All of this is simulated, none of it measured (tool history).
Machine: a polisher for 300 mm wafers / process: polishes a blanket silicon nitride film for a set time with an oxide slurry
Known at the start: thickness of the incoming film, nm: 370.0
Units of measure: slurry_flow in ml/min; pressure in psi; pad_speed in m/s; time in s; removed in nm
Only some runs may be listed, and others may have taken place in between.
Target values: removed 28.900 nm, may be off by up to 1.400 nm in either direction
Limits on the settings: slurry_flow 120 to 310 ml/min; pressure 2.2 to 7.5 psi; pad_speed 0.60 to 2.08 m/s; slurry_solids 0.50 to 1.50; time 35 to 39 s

run	hour	slurry_flow	pressure	pad_speed	slurry_solids	time	removed
1	0.0	200	4.8	1.34	1.00	39	40.144
2	2.3	200	4.4	1.32	1.00	39	36.925
3	9.1	200	4.4	1.32	1.15	39	39.112
4	15.7	200	4.4	1.32	1.25	39	40.296
5	20.4	245	4.4	1.32	1.25	39	42.285
6	22.4	240	3.9	1.30	1.25	39	36.868
7	30.2	240	3.6	1.30	1.25	39	33.554
8	34.2	240	3.4	1.30	1.25	39	31.338
9	34.7	240	3.3	1.30	1.25	39	31.034

Which single option among these 5 for the next run brings every result within its allowed miss of target? Just one does.
A	35.2	235	3.5	1.22	1.35	35	?
B	35.2	235	3.6	1.58	1.15	37	?
C	35.2	220	4.1	1.18	1.20	39	?
D	35.2	255	3.9	1.30	1.40	35	?
E	35.2	220	4.6	0.94	1.20	39	?

move	removed
A	28.816
B	35.797
C	34.526
D	34.307
E	32.412
A: hits every target within its allowed miss
B: the biggest miss grows against the last run
C: the biggest miss grows against the last run
D: the biggest miss grows against the last run
E: the biggest miss grows against the last run
A is the move that brings every result within its allowed miss.
